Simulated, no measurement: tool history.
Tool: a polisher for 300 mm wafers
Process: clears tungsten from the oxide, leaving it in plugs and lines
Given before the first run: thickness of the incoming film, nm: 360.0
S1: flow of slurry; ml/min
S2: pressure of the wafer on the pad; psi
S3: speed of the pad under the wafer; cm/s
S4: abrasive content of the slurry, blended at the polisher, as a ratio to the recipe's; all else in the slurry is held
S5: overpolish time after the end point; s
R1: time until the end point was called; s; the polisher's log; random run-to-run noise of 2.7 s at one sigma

run,day,S1,S2,S3,S4,S5,R1
1,0,120,2.4,130,1,7,100.35
2,0.183,130,2.4,130,1,7,95.449
3,0.479,130,2,130,1,7,117.69
4,0.854,130,2,130,1.2,7,111.78
5,1.083,130,2,130,1.35,7,104.05
6,1.183,130,2.2,130,1.35,7,94.005
7,1.35,130,2.1,128,1.35,7,105.96
8,1.579,130,2,128,1.35,7,110.91
9,1.85,130,1.9,128,1.35,7,112.6
10,2.054,130,1.3,122,1.35,7,173.71

For run 11, what comes out?
11,2.4,130,1.4,122,1.35,7,?

R1: 162.6 s
